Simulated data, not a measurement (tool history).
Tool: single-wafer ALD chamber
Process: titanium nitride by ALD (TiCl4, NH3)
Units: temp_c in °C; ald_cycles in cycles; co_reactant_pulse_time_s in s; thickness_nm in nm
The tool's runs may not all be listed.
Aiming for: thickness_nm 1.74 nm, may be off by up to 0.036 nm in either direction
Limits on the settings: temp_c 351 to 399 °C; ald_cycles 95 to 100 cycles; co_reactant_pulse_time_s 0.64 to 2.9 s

run  hour  temp_c  ald_cycles  co_reactant_pulse_time_s  thickness_nm
  1     0     375         100                      1.77        2.0103
  2   5.2     380         100                      1.77        2.0186
  3  12.5     380         100                      1.38         1.974
  4  14.8     380         100                      1.38        1.9776
  5  21.6     390         100                      1.38        2.0086
  6  27.7     390         100                      1.38        1.9983
  7  34.9     380          99                       1.2        1.9189
  8  39.7     378          98                      1.06        1.8595

Pick the move, out of 4, that brings all results within their allowed miss; only one does.
  A  44.5     373          95                      0.99             ?
  B  44.5     378         100                       0.9             ?
  C  44.5     383          96                       1.1             ?
  D  44.5     377          96                      0.76             ?

move  thickness_nm
   A          1.75
   B        1.8271
   C        1.8404
   D        1.6638
A: hits every target within its allowed miss
B: an improvement on the last run, though not all results are within tolerance
C: an improvement on the last run, though not all results are within tolerance
D: moves the result that the last run missed by most past its target, out the other side
Move A is the one to make.
